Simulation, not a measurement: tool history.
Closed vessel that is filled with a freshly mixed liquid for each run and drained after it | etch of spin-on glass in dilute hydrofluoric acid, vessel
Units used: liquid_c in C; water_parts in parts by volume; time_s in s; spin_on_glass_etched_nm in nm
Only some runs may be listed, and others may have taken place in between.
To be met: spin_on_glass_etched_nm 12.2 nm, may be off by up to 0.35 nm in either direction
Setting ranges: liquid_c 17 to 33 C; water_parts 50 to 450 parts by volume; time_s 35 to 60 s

Run 1, hour 0: liquid_c 25 C, water_parts 250 parts by volume, time_s 60 s. Result: spin_on_glass_etched_nm 5.444 nm.
Run 2, hour 2.4: liquid_c 26 C, water_parts 230 parts by volume, time_s 60 s. Result: spin_on_glass_etched_nm 6.358 nm.
Run 3, hour 6.9: liquid_c 26 C, water_parts 275 parts by volume, time_s 60 s. Result: spin_on_glass_etched_nm 5.0573 nm.
Run 4, hour 12.7: liquid_c 27 C, water_parts 255 parts by volume, time_s 60 s. Result: spin_on_glass_etched_nm 5.7867 nm.
Run 5, hour 17.3: liquid_c 27 C, water_parts 320 parts by volume, time_s 60 s. Result: spin_on_glass_etched_nm 4.3094 nm.
Run 6, hour 19.7: liquid_c 28 C, water_parts 290 parts by volume, time_s 60 s. Result: spin_on_glass_etched_nm 5.0436 nm.
Run 7, hour 20.9: liquid_c 32 C, water_parts 190 parts by volume, time_s 60 s. Result: spin_on_glass_etched_nm 9.8483 nm.
Run 8, hour 26.4: liquid_c 32 C, water_parts 185 parts by volume, time_s 60 s. Result: spin_on_glass_etched_nm 10.159 nm.
Run 9, hour 27.5: liquid_c 32 C, water_parts 180 parts by volume, time_s 60 s. Result: spin_on_glass_etched_nm 10.476 nm.
Run 10, hour 32.4: liquid_c 32 C, water_parts 175 parts by volume, time_s 60 s. Result: spin_on_glass_etched_nm 10.794 nm.
Run 11, hour 33.4: liquid_c 32 C, water_parts 170 parts by volume, time_s 60 s. Result: spin_on_glass_etched_nm 11.173 nm.

Below are 5 possible settings for the next run. Only one of them brings all results inside the allowed miss of their targets. Which is it?
Run A, hour 34.4: liquid_c 31 C, water_parts 180 parts by volume, time_s 60 s. Result: spin_on_glass_etched_nm ?.
Run B, hour 34.4: liquid_c 31 C, water_parts 175 parts by volume, time_s 60 s. Result: spin_on_glass_etched_nm ?.
Run C, hour 34.4: liquid_c 33 C, water_parts 165 parts by volume, time_s 60 s. Result: spin_on_glass_etched_nm ?.
Run D, hour 34.4: liquid_c 33 C, water_parts 125 parts by volume, time_s 35 s. Result: spin_on_glass_etched_nm ?.
Run E, hour 34.4: liquid_c 29.5 C, water_parts 170 parts by volume, time_s 60 s. Result: spin_on_glass_etched_nm ?.

move  spin_on_glass_etched_nm
   A                   10.199
   B                   10.558
   C                   12.161
   D                   9.9079
   E                   10.375
A: further off than the last run
B: further off than the last run
C: all results in spec
D: further off than the last run
E: further off than the last run
The move that meets every target is C.
